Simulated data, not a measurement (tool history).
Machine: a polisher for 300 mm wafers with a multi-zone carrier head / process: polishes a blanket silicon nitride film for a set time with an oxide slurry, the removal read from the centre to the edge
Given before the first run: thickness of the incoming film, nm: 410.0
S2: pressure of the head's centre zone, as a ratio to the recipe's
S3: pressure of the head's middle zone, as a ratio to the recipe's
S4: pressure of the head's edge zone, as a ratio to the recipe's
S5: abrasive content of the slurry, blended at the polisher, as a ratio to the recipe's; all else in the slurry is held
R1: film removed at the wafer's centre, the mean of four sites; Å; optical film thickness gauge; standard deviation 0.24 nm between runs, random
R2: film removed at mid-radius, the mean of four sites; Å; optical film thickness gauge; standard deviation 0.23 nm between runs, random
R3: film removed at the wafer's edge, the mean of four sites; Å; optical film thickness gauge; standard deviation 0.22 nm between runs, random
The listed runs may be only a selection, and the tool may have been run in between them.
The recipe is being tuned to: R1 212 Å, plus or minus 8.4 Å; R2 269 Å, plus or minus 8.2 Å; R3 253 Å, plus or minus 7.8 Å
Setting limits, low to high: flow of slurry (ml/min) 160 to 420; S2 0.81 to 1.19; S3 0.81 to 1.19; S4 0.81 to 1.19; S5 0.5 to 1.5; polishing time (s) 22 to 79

Run 1, day 0: flow of slurry (ml/min) 270, S2 1, S3 1, S4 1, S5 1, polishing time (s) 50. Result: R1 273.91 Å, R2 264.92 Å, R3 279.88 Å.
Run 2, day 0.079: flow of slurry (ml/min) 270, S2 1, S3 1, S4 1, S5 0.8, polishing time (s) 50. Result: R1 238.75 Å, R2 232.66 Å, R3 249.13 Å.
Run 3, day 0.375: flow of slurry (ml/min) 275, S2 0.98, S3 1.03, S4 1, S5 0.8, polishing time (s) 50. Result: R1 234.78 Å, R2 243.21 Å, R3 249.63 Å.
Run 4, day 0.588: flow of slurry (ml/min) 280, S2 0.96, S3 1.04, S4 1, S5 0.8, polishing time (s) 50. Result: R1 229.29 Å, R2 238.39 Å, R3 244.25 Å.
Run 5, day 0.846: flow of slurry (ml/min) 280, S2 0.96, S3 1.1, S4 1, S5 0.8, polishing time (s) 50. Result: R1 228.96 Å, R2 254.24 Å, R3 250.65 Å.
Run 6, day 0.95: flow of slurry (ml/min) 280, S2 0.96, S3 1.1, S4 1, S5 0.8, polishing time (s) 41. Result: R1 186.37 Å, R2 209.92 Å, R3 200.59 Å.
Run 7, day 1.071: flow of slurry (ml/min) 280, S2 0.95, S3 1.12, S4 1.02, S5 0.85, polishing time (s) 41. Result: R1 194.31 Å, R2 220.82 Å, R3 210.96 Å.
Run 8, day 1.333: flow of slurry (ml/min) 280, S2 0.93, S3 1.13, S4 1.04, S5 0.9, polishing time (s) 41. Result: R1 197.78 Å, R2 229.43 Å, R3 222.47 Å.
Run 9, day 1.658: flow of slurry (ml/min) 280, S2 0.93, S3 1.13, S4 1.04, S5 0.9, polishing time (s) 41. Result: R1 196.81 Å, R2 231.42 Å, R3 223.4 Å.
Run 10, day 1.721: flow of slurry (ml/min) 280, S2 0.93, S3 1.13, S4 1.04, S5 0.9, polishing time (s) 41. Result: R1 195.65 Å, R2 224.77 Å, R3 220.43 Å.
Run 11, day 1.892: flow of slurry (ml/min) 285, S2 0.92, S3 1.14, S4 1.04, S5 0.95, polishing time (s) 41. Result: R1 198.48 Å, R2 236.79 Å, R3 230.43 Å.
Run 12, day 2.246: flow of slurry (ml/min) 290, S2 0.92, S3 1.15, S4 1.04, S5 1, polishing time (s) 41. Result: R1 207.04 Å, R2 250.55 Å, R3 235.45 Å.
Run 13, day 2.467: flow of slurry (ml/min) 300, S2 0.92, S3 1.16, S4 1.05, S5 1, polishing time (s) 41. Result: R1 204.58 Å, R2 255.95 Å, R3 233.65 Å.
Run 14, day 2.583: flow of slurry (ml/min) 300, S2 0.92, S3 1.16, S4 1.07, S5 1, polishing time (s) 41. Result: R1 208.16 Å, R2 250.46 Å, R3 241.33 Å.
At day 2.729: edge zone pressure recalibrated.
Run 15, day 2.729: flow of slurry (ml/min) 305, S2 0.92, S3 1.17, S4 1.07, S5 1, polishing time (s) 41. Result: R1 213.51 Å, R2 253.15 Å, R3 232.46 Å.

Exercise: of the 4 proposed moves below, exactly one satisfies all targets within the stated allowed misses. Which move is it?
Run A, day 2.875: flow of slurry (ml/min) 270, S2 0.96, S3 1.15, S4 1.06, S5 1.05, polishing time (s) 44. Result: R1 ?, R2 ?, R3 ?.
Run B, day 2.875: flow of slurry (ml/min) 380, S2 1.04, S3 1.13, S4 1.1, S5 1.05, polishing time (s) 39. Result: R1 ?, R2 ?, R3 ?.
Run C, day 2.875: flow of slurry (ml/min) 325, S2 0.94, S3 1.19, S4 1.04, S5 1, polishing time (s) 41. Result: R1 ?, R2 ?, R3 ?.
Run D, day 2.875: flow of slurry (ml/min) 375, S2 0.88, S3 1.18, S4 1.15, S5 0.7, polishing time (s) 53. Result: R1 ?, R2 ?, R3 ?.

move      R1      R2      R3
   A  232.78  273.75   255.8
   B  232.03  247.03  236.87
   C  211.65  261.29  233.66
   D  208.41  272.71  257.17
A: corrects the largest miss of the last run, while another result sits out of spec
B: no nearer and no further than the last run
C: closer than the last run, but not yet in spec
D: in spec on every target
D is the move that brings every result within its allowed miss.
